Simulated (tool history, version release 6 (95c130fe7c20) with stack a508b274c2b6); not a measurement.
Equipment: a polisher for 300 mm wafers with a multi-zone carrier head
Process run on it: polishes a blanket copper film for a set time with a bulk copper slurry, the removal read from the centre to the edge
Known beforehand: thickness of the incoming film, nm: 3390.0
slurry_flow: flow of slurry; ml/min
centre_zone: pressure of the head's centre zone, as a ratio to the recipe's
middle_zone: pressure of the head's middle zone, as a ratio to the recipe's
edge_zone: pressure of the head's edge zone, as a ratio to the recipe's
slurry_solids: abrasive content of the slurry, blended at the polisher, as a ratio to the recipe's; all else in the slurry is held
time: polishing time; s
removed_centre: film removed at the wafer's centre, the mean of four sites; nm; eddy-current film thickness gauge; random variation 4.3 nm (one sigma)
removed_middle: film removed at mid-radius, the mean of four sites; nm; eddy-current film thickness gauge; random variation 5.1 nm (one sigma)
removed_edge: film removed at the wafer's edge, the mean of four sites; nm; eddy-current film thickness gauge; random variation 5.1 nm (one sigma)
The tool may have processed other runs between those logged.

run	hour	slurry_flow	centre_zone	middle_zone	edge_zone	slurry_solids	time	removed_centre	removed_middle	removed_edge
1	0	195	1	1	1	1	34	410	417.75	417.8
2	2.8	190	1.01	0.97	0.99	0.95	34	404.28	392.18	417.08
3	7.9	190	1.01	0.97	0.99	1.05	34	410	397.49	419.98
4	12.4	190	1.01	1	0.99	1.05	34	412.18	421.14	424.26
5	13.6	190	1.02	0.98	0.97	1	34	413.05	398.43	411.05
6	15.4	190	1.02	0.98	1.05	1	34	410.96	410.87	420.91
7	20	185	1.03	0.97	1.04	0.95	34	409.79	393.65	421.69
8	25.1	185	1.04	0.97	1.02	0.9	34	411.25	386.87	426.91
9	27.2	190	1.14	0.98	0.99	0.9	29	381.22	345.09	353.39
10	33.3	190	1.14	0.97	1	0.9	29	390.23	333.53	354.7

Predict the results of run 11:
11	39.4	190	1.14	0.97	1	0.9	29	?	?	?

For run 11 the tool returned removed_centre 387.98 nm, removed_middle 336.03 nm, removed_edge 345.19 nm.
